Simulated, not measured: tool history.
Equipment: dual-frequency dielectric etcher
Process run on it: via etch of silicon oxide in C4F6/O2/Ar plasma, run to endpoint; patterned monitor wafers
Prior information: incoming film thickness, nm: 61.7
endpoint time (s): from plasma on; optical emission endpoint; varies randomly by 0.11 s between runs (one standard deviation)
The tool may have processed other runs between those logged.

run,hour,bias power (W),source power (W),Ar flow (sccm),endpoint time (s)
1,0.0,507,400,372,15.175
2,6.0,584,400,372,14.430
3,9.1,533,390,375,15.043
4,17.4,492,380,377,15.666
5,18.4,455,380,377,16.122
6,21.3,455,440,377,14.832
# hour 25.6: Ar flow controller replaced
7,25.6,455,440,377,14.561

What does the tool deliver on the next run?
8,31.0,429,420,379,?

Logged for run 8: endpoint time (s) 15.628.

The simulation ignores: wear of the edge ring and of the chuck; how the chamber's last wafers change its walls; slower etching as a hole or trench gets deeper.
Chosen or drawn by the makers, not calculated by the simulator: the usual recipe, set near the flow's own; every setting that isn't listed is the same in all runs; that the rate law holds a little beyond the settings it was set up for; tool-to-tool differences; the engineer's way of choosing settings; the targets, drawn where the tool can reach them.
